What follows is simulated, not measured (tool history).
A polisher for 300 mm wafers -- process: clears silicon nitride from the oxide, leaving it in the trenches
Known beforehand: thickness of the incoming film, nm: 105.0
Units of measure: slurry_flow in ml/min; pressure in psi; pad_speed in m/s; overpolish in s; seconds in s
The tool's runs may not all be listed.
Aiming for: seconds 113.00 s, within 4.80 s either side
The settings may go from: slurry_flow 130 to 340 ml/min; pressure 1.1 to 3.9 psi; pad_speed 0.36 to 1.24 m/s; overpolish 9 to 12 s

run,hour,slurry_flow,pressure,pad_speed,overpolish,seconds
1,0.0,220,2.5,0.80,12,156.94
2,1.2,220,2.6,0.80,12,151.90
3,8.4,220,2.7,0.80,12,144.86
4,15.1,220,2.7,0.64,12,177.71
5,20.5,220,2.8,0.64,12,170.70
6,28.7,220,3.0,0.64,12,162.97
# hour 35.9: slurry nozzle cleaned
7,35.9,220,3.1,0.66,12,151.18
8,42.9,220,3.2,0.66,12,148.74

Which of these 5 next moves meets every target?
A,49.9,260,2.3,0.62,11,?
B,49.9,235,3.3,0.76,11,?
C,49.9,245,3.6,0.92,9,?
D,49.9,230,3.7,0.90,10,?
E,49.9,165,3.9,0.78,12,?

move,seconds
A,195.40
B,127.79
C,101.56
D,101.80
E,113.90
A: misses by more than the last run did
B: gains on the last run, yet a result remains outside its allowed miss
C: pushes the last run's worst result past its target
D: pushes the last run's worst result past its target
E: in spec on every target
Correct choice: E, which meets every target
